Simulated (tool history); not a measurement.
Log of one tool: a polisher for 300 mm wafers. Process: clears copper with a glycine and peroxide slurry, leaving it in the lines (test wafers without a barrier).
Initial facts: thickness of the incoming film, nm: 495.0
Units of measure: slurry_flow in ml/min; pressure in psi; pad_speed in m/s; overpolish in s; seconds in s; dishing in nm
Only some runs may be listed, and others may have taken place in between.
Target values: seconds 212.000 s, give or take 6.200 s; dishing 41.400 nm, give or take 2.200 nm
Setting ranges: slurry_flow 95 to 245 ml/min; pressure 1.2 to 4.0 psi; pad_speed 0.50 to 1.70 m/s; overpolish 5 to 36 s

run,hour,slurry_flow,pressure,pad_speed,overpolish,seconds,dishing
1,0.0,155,2.6,1.10,18,95.558,63.039
2,3.1,145,2.3,1.00,19,112.980,57.401
3,3.9,140,2.0,0.90,20,137.970,50.255
4,9.2,135,1.8,0.86,21,155.130,47.455
5,15.5,135,1.8,0.86,14,152.750,34.689
6,20.2,130,1.7,0.84,16,166.420,36.304
7,22.3,125,1.6,0.84,18,175.900,38.880
8,23.0,120,1.5,0.84,19,183.400,37.575
9,30.0,115,1.5,0.84,20,188.270,38.929
10,36.9,110,1.5,0.84,21,187.320,40.646
11,41.9,105,1.4,0.84,22,198.810,39.662
12,44.6,105,1.4,0.84,23,198.940,41.501

Exactly one of the 5 candidate moves below puts every result within its allowed miss. Which one?
A,47.3,95,1.4,0.74,29,?,?
B,47.3,100,1.2,0.82,22,?,?
C,47.3,95,1.2,0.94,25,?,?
D,47.3,110,1.5,0.80,22,?,?
E,47.3,95,1.8,0.56,21,?,?

move,seconds,dishing
A,221.540,47.256
B,226.130,36.849
C,210.060,42.907
D,194.430,42.230
E,224.830,36.914
A: pushes the last run's worst result past its target
B: pushes the last run's worst result past its target
C: all results land within tolerance of their targets
D: moves away from the targets compared with the last run
E: pushes the last run's worst result past its target
Answer: C
